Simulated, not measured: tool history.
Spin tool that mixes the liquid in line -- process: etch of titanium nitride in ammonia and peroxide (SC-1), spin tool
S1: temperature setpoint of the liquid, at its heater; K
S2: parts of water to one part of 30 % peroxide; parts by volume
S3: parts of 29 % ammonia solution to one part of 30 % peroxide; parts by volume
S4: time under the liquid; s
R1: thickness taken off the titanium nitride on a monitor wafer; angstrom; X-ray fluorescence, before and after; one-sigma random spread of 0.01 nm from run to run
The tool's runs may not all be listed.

| run | day | S1 | S2 | S3 | S4 | R1 |
|---|---|---|---|---|---|---|
| 1 | 0 | 319.15 | 15 | 1 | 45 | 24.578 |
| 2 | 0.325 | 319.15 | 19.5 | 1 | 45 | 21.064 |
| 3 | 0.392 | 319.15 | 16.5 | 1 | 45 | 23.062 |
| 4 | 0.667 | 319.15 | 16.5 | 1.2 | 45 | 23.601 |
| 5 | 0.946 | 324.15 | 16.5 | 1.2 | 45 | 33.937 |
| 6 | 1.079 | 322.65 | 16.5 | 1.2 | 45 | 30.526 |
| 7 | 1.392 | 321.15 | 16.5 | 1.2 | 45 | 27.114 |

The next listed run, before its measurement:
| 8 | 1.492 | 320.15 | 16.5 | 1.2 | 45 | ? |

R1: 25.515 angstrom
